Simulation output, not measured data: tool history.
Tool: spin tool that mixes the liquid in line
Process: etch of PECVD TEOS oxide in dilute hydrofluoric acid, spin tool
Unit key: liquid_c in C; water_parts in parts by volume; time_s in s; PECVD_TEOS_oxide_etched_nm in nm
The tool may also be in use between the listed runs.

Run 1, day 0: liquid_c 23 C, water_parts 80 parts by volume, time_s 235 s. Result: PECVD_TEOS_oxide_etched_nm 35.069 nm.
Run 2, day 0.146: liquid_c 23 C, water_parts 90 parts by volume, time_s 235 s. Result: PECVD_TEOS_oxide_etched_nm 30.756 nm.
Run 3, day 0.342: liquid_c 21.5 C, water_parts 95 parts by volume, time_s 235 s. Result: PECVD_TEOS_oxide_etched_nm 27.156 nm.
Run 4, day 0.392: liquid_c 20 C, water_parts 95 parts by volume, time_s 235 s. Result: PECVD_TEOS_oxide_etched_nm 25.614 nm.
Run 5, day 0.533: liquid_c 20 C, water_parts 95 parts by volume, time_s 250 s. Result: PECVD_TEOS_oxide_etched_nm 27.274 nm.
Run 6, day 0.775: liquid_c 19.5 C, water_parts 95 parts by volume, time_s 250 s. Result: PECVD_TEOS_oxide_etched_nm 26.605 nm.
Run 7, day 1.062: liquid_c 19 C, water_parts 95 parts by volume, time_s 250 s. Result: PECVD_TEOS_oxide_etched_nm 26.122 nm.

For run 8, what comes out?
Run 8, day 1.429: liquid_c 18.5 C, water_parts 95 parts by volume, time_s 250 s. Result: PECVD_TEOS_oxide_etched_nm ?.

Run 8 came out at PECVD_TEOS_oxide_etched_nm 25.679 nm.
